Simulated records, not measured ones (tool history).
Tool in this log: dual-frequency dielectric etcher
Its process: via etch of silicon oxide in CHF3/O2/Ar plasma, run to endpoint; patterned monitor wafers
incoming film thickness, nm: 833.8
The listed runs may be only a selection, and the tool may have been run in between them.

run,day,source power (W),bias power (W),endpoint time (s)
1,0,620,235,372.34
2,0.3,660,244,355.55
3,0.583,660,208,388.6
4,0.892,660,235,364.02
5,1.038,690,242,352.81
6,1.292,690,284,325.06
7,1.533,710,286,317.13

Run 8 has not been measured yet. What should we expect?
8,1.892,720,287,?

Run 8 came out at endpoint time (s) 317.93.
